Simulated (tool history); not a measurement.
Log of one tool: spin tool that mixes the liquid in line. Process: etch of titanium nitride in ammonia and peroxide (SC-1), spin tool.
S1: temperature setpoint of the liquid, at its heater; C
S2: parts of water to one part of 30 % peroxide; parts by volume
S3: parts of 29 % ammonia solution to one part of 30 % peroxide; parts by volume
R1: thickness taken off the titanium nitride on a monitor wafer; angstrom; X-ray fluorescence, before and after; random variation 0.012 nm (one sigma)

Run 1, hour 0.0: S1 58.0 C, S2 25.5 parts by volume, S3 0.6 parts by volume, time under the liquid (s) 50. Result: R1 35.078 angstrom.
Run 2, hour 4.3: S1 58.0 C, S2 21.0 parts by volume, S3 0.6 parts by volume, time under the liquid (s) 50. Result: R1 38.711 angstrom.
Run 3, hour 10.1: S1 54.5 C, S2 21.0 parts by volume, S3 0.6 parts by volume, time under the liquid (s) 50. Result: R1 30.819 angstrom.
Run 4, hour 11.0: S1 54.5 C, S2 14.5 parts by volume, S3 0.6 parts by volume, time under the liquid (s) 50. Result: R1 37.635 angstrom.
Run 5, hour 15.4: S1 54.5 C, S2 19.0 parts by volume, S3 0.6 parts by volume, time under the liquid (s) 50. Result: R1 32.738 angstrom.
Run 6, hour 22.9: S1 53.5 C, S2 19.0 parts by volume, S3 0.6 parts by volume, time under the liquid (s) 50. Result: R1 30.477 angstrom.
Run 7, hour 29.4: S1 53.0 C, S2 19.0 parts by volume, S3 0.6 parts by volume, time under the liquid (s) 50. Result: R1 29.629 angstrom.
Run 8, hour 30.5: S1 52.5 C, S2 19.0 parts by volume, S3 0.6 parts by volume, time under the liquid (s) 50. Result: R1 28.326 angstrom.

The next listed run, before its measurement:
Run 9, hour 38.3: S1 50.0 C, S2 19.0 parts by volume, S3 0.6 parts by volume, time under the liquid (s) 50. Result: R1 ?.

Run 9 gave R1 23.803 angstrom.
